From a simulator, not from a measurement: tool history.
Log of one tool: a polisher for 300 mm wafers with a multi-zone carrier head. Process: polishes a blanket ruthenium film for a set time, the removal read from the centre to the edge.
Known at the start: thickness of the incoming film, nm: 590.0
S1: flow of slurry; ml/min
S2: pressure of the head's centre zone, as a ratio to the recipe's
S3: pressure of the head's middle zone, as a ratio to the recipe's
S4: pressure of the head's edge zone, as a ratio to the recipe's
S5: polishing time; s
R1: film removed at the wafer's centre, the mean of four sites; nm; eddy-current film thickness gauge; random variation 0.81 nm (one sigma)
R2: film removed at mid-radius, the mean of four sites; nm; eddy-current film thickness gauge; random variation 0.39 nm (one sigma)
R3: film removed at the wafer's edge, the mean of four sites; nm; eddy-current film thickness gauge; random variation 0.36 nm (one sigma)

run	day	S1	S2	S3	S4	S5	R1	R2	R3
1	0.000	300	1.00	1.00	1.00	31	39.983	43.006	42.904
2	0.350	305	1.02	1.00	1.04	33	43.854	46.577	46.301
3	0.512	305	1.02	1.00	1.04	36	47.430	50.309	50.855
4	0.679	350	1.02	1.00	1.04	36	49.029	50.621	51.147
5	1.029	355	1.02	0.99	1.07	37	50.204	51.670	53.643
6	1.212	355	1.02	0.99	1.02	37	50.721	52.175	52.732
7	1.488	360	1.02	0.99	1.05	37	49.088	51.694	53.514
8	1.825	365	1.04	0.99	1.07	37	51.438	51.886	53.690

Forecast run 9:
# day 1.971: centre zone pressure recalibrated
9	1.971	370	1.04	0.99	1.09	37	?	?	?

{"run 9": {"R1": 55.994, "R2": 52.914, "R3": 53.761}}
